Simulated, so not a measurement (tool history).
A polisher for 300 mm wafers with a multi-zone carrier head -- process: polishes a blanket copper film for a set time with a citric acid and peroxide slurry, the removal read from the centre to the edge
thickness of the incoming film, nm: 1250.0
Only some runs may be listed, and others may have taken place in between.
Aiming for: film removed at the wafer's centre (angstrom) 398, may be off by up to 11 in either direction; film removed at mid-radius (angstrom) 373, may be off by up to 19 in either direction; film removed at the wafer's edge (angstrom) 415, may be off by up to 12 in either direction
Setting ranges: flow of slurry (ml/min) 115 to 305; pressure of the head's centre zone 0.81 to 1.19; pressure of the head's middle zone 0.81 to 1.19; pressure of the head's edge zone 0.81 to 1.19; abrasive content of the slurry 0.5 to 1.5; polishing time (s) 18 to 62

run	day	flow of slurry (ml/min)	pressure of the head's centre zone	pressure of the head's middle zone	pressure of the head's edge zone	abrasive content of the slurry	polishing time (s)	film removed at the wafer's centre (angstrom)	film removed at mid-radius (angstrom)	film removed at the wafer's edge (angstrom)
1	0	195	1	1	1	1	40	702.53	694.01	715.2
2	0.2	190	0.98	0.97	0.97	0.9	37	615.38	624.55	635.3
3	0.333	180	0.98	0.93	0.97	0.8	34	547.18	522.56	558.08
4	0.467	170	0.97	0.91	0.95	0.75	33	503.51	487.5	527.48
5	0.588	165	0.97	0.89	0.93	0.7	32	481.11	440.39	488.42
6	0.917	165	1.04	0.89	0.93	0.7	32	513.37	453.83	493.58
7	1.246	160	1.01	0.88	0.91	0.65	32	484.4	431.07	478.62
8	1.592	145	0.92	0.88	0.82	0.5	30	376.9	372.78	388.09
9	1.658	155	0.92	0.87	0.83	0.5	30	379.13	375.06	395.6
10	2.017	155	0.92	0.87	0.83	0.5	30	376.74	380.56	401.34
11	2.267	160	0.93	0.86	0.83	0.5	30	382.02	374.43	388.55
12	2.633	165	0.95	0.83	0.93	0.6	30	422.22	373.39	446.18
13	2.971	160	0.95	0.83	0.91	0.6	30	417.37	387.47	433.62
14	3.192	155	0.95	0.83	0.9	0.6	30	411.13	388.5	425.61
15	3.404	150	0.95	0.83	0.9	0.6	30	409.3	383.31	429.08
16	3.604	145	0.95	0.83	0.89	0.6	30	410.86	372.69	428.85
17	3.971	145	0.95	0.83	0.88	0.6	30	407.09	378.23	420.75

Consider the 4 candidate settings below. Which is the only one whose results all fall within their allowed miss of target?
A	4.338	155	0.9	0.81	0.81	0.7	29	?	?	?
B	4.338	135	0.91	0.83	0.91	0.7	30	?	?	?
C	4.338	115	0.97	0.81	0.96	0.5	32	?	?	?
D	4.338	125	0.92	0.81	0.92	0.6	31	?	?	?

move	film removed at the wafer's centre (angstrom)	film removed at mid-radius (angstrom)	film removed at the wafer's edge (angstrom)
A	393.19	367.98	413.81
B	401.44	379.9	443.9
C	400.48	349.52	430.87
D	395.29	363.32	437.01
A: hits every target within its allowed miss
B: brings the last run's worst result on target, with another outside its allowed miss
C: brings the last run's worst result on target, with another outside its allowed miss
D: brings the last run's worst result on target, with another outside its allowed miss
Answer: A

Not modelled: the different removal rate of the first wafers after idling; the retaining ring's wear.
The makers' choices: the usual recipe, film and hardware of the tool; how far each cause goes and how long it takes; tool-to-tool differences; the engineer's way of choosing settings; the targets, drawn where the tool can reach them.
